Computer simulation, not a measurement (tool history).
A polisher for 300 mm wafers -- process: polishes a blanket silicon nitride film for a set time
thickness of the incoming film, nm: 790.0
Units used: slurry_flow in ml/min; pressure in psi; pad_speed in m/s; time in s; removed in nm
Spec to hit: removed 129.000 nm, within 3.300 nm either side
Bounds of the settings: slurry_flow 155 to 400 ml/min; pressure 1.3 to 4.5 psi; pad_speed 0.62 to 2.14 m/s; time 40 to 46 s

Run 1, hour 0.0: slurry_flow 255 ml/min, pressure 2.9 psi, pad_speed 1.38 m/s, time 46 s. Result: removed 80.879 nm.
Run 2, hour 2.9: slurry_flow 255 ml/min, pressure 2.2 psi, pad_speed 1.38 m/s, time 46 s. Result: removed 61.829 nm.
Run 3, hour 10.3: slurry_flow 225 ml/min, pressure 2.2 psi, pad_speed 1.38 m/s, time 46 s. Result: removed 61.386 nm.
Run 4, hour 17.4: slurry_flow 225 ml/min, pressure 2.4 psi, pad_speed 1.38 m/s, time 46 s. Result: removed 66.737 nm.
Run 5, hour 21.2: slurry_flow 225 ml/min, pressure 2.6 psi, pad_speed 1.38 m/s, time 46 s. Result: removed 71.662 nm.
Run 6, hour 29.1: slurry_flow 225 ml/min, pressure 2.9 psi, pad_speed 1.38 m/s, time 46 s. Result: removed 79.568 nm.
Run 7, hour 30.7: slurry_flow 255 ml/min, pressure 3.7 psi, pad_speed 1.40 m/s, time 46 s. Result: removed 102.290 nm.
Run 8, hour 38.9: slurry_flow 255 ml/min, pressure 3.8 psi, pad_speed 1.40 m/s, time 46 s. Result: removed 106.700 nm.

Which of these 5 next moves meets every target?
Run A, hour 47.1: slurry_flow 250 ml/min, pressure 4.5 psi, pad_speed 1.80 m/s, time 43 s. Result: removed ?.
Run B, hour 47.1: slurry_flow 185 ml/min, pressure 3.7 psi, pad_speed 2.02 m/s, time 45 s. Result: removed ?.
Run C, hour 47.1: slurry_flow 180 ml/min, pressure 3.7 psi, pad_speed 1.28 m/s, time 41 s. Result: removed ?.
Run D, hour 47.1: slurry_flow 260 ml/min, pressure 4.2 psi, pad_speed 1.76 m/s, time 45 s. Result: removed ?.
Run E, hour 47.1: slurry_flow 290 ml/min, pressure 4.2 psi, pad_speed 1.78 m/s, time 45 s. Result: removed ?.

move  removed
   A  141.980
   B  130.100
   C   84.515
   D  137.020
   E  139.380
A: pushes the last run's worst result past its target
B: all results in spec
C: misses by more than the last run did
D: pushes the last run's worst result past its target
E: pushes the last run's worst result past its target
So the answer is move B, the one that meets all the targets.
